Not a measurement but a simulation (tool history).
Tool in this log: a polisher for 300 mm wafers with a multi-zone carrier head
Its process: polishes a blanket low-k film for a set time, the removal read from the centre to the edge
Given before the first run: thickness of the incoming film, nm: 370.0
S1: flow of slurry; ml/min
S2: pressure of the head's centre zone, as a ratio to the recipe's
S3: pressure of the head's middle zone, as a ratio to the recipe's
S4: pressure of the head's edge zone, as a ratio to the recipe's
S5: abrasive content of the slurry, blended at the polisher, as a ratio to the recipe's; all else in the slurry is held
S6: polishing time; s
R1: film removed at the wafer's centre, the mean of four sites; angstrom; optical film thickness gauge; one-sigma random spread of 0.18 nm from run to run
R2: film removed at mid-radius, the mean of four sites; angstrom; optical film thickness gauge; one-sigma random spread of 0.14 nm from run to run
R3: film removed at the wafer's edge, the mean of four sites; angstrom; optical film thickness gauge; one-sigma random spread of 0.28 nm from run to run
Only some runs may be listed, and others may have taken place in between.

{"run": 1, "hour": 0.0, "S1": 210, "S2": 1.0, "S3": 1.0, "S4": 1.0, "S5": 1.0, "S6": 48, "R1": 168.69, "R2": 167.61, "R3": 168.58}
{"run": 2, "hour": 2.2, "S1": 175, "S2": 1.0, "S3": 1.0, "S4": 1.0, "S5": 1.0, "S6": 48, "R1": 162.25, "R2": 161.28, "R3": 161.52}
{"run": 3, "hour": 8.9, "S1": 195, "S2": 0.98, "S3": 1.01, "S4": 1.02, "S5": 1.0, "S6": 48, "R1": 162.41, "R2": 166.05, "R3": 168.54}
{"run": 4, "hour": 10.4, "S1": 210, "S2": 0.97, "S3": 1.02, "S4": 1.03, "S5": 1.0, "S6": 48, "R1": 163.78, "R2": 173.11, "R3": 172.86}
{"run": 5, "hour": 12.5, "S1": 210, "S2": 0.97, "S3": 1.02, "S4": 1.03, "S5": 0.85, "S6": 48, "R1": 151.67, "R2": 157.06, "R3": 161.93}
{"run": 6, "hour": 15.7, "S1": 210, "S2": 0.97, "S3": 0.95, "S4": 1.03, "S5": 0.85, "S6": 48, "R1": 148.79, "R2": 149.36, "R3": 158.27}
{"run": 7, "hour": 23.3, "S1": 225, "S2": 0.96, "S3": 0.98, "S4": 1.05, "S5": 0.85, "S6": 48, "R1": 148.87, "R2": 155.81, "R3": 160.51}
{"run": 8, "hour": 26.1, "S1": 225, "S2": 0.96, "S3": 0.99, "S4": 1.08, "S5": 0.9, "S6": 48, "R1": 154.46, "R2": 161.17, "R3": 165.46}
{"run": 9, "hour": 29.6, "S1": 230, "S2": 0.94, "S3": 0.99, "S4": 1.1, "S5": 0.95, "S6": 48, "R1": 156.34, "R2": 164.49, "R3": 178.98}
{"run": 10, "hour": 38.3, "S1": 245, "S2": 0.93, "S3": 1.01, "S4": 1.1, "S5": 0.95, "S6": 48, "R1": 158.52, "R2": 171.64, "R3": 176.87}
{"run": 11, "hour": 45.5, "S1": 250, "S2": 0.92, "S3": 1.02, "S4": 1.11, "S5": 0.95, "S6": 48, "R1": 158.8, "R2": 169.6, "R3": 173.43}
{"run": 12, "hour": 52.0, "S1": 240, "S2": 0.91, "S3": 1.04, "S4": 1.12, "S5": 1.0, "S6": 48, "R1": 155.11, "R2": 178.42, "R3": 182.84}
{"run": 13, "hour": 55.9, "S1": 245, "S2": 0.91, "S3": 1.05, "S4": 1.13, "S5": 1.0, "S6": 48, "R1": 156.11, "R2": 180.34, "R3": 179.58}
{"run": 14, "hour": 59.7, "S1": 250, "S2": 0.9, "S3": 1.05, "S4": 1.14, "S5": 1.0, "S6": 48, "R1": 157.93, "R2": 180.58, "R3": 182.64}
{"run": 15, "hour": 62.4, "S1": 300, "S2": 0.87, "S3": 1.09, "S4": 1.19, "S5": 1.05, "S6": 48, "R1": 155.7, "R2": 193.23, "R3": 187.44}
{"run": 16, "hour": 66.9, "S1": 300, "S2": 0.87, "S3": 1.08, "S4": 1.19, "S5": 1.05, "S6": 48, "R1": 155.13, "R2": 193.02, "R3": 187.13}

What will run 17 give?
{"run": 17, "hour": 69.0, "S1": 295, "S2": 0.87, "S3": 1.07, "S4": 1.19, "S5": 1.05, "S6": 48, "R1": "?", "R2": "?", "R3": "?"}

{"run 17": {"R1": 155.83, "R2": 189.44, "R3": 196.65}}
